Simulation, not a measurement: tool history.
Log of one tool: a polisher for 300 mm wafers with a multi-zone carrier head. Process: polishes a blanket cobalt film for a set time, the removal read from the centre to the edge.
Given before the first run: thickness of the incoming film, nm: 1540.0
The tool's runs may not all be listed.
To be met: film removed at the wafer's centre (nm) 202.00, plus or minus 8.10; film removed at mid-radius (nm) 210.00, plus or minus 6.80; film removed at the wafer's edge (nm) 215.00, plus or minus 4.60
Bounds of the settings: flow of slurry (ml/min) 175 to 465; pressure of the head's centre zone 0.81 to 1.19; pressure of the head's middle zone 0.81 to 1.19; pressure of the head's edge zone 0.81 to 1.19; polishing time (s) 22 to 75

| run | hour | flow of slurry (ml/min) | pressure of the head's centre zone | pressure of the head's middle zone | pressure of the head's edge zone | polishing time (s) | film removed at the wafer's centre (nm) | film removed at mid-radius (nm) | film removed at the wafer's edge (nm) |
|---|---|---|---|---|---|---|---|---|---|
| 1 | 0.0 | 295 | 1.00 | 1.00 | 1.00 | 48 | 247.48 | 250.41 | 246.93 |
| 2 | 4.7 | 290 | 0.98 | 0.98 | 0.98 | 48 | 242.85 | 244.91 | 242.32 |
| 3 | 10.5 | 340 | 0.98 | 0.98 | 0.98 | 48 | 241.33 | 249.30 | 244.59 |
| 4 | 16.0 | 340 | 0.98 | 0.98 | 0.95 | 48 | 248.03 | 250.42 | 241.61 |
| 5 | 21.1 | 340 | 0.98 | 0.98 | 0.95 | 42 | 214.07 | 220.67 | 210.85 |
| 6 | 24.6 | 340 | 0.97 | 0.97 | 0.96 | 42 | 212.49 | 217.09 | 209.31 |
| 7 | 27.8 | 340 | 0.96 | 0.97 | 0.97 | 42 | 210.25 | 217.71 | 212.53 |
| 8 | 34.0 | 340 | 0.95 | 0.97 | 0.98 | 42 | 212.38 | 218.79 | 212.75 |

Consider the 5 candidate settings below. Which is the only one whose results all fall within their allowed miss of target?
| A | 40.2 | 310 | 0.87 | 1.00 | 1.10 | 40 | ? | ? | ? |
| B | 40.2 | 345 | 0.94 | 0.95 | 0.98 | 41 | ? | ? | ? |
| C | 40.2 | 355 | 0.84 | 1.00 | 1.14 | 39 | ? | ? | ? |
| D | 40.2 | 330 | 0.93 | 0.94 | 1.02 | 42 | ? | ? | ? |
| E | 40.2 | 295 | 1.00 | 0.90 | 1.13 | 40 | ? | ? | ? |

| move | film removed at the wafer's centre (nm) | film removed at mid-radius (nm) | film removed at the wafer's edge (nm) |
|---|---|---|---|
| A | 184.82 | 211.10 | 213.86 |
| B | 204.07 | 211.41 | 208.87 |
| C | 177.67 | 208.52 | 214.48 |
| D | 206.26 | 214.19 | 217.46 |
| E | 205.92 | 196.04 | 216.16 |
A: the worst result of the last run now meets its target, but another is out of spec
B: the worst result of the last run now meets its target, but another is out of spec
C: the worst result of the last run now meets its target, but another is out of spec
D: every result lands within tolerance
E: the result that was furthest off in the last run now lies on the other side of its target
Go with D: it meets all targets.
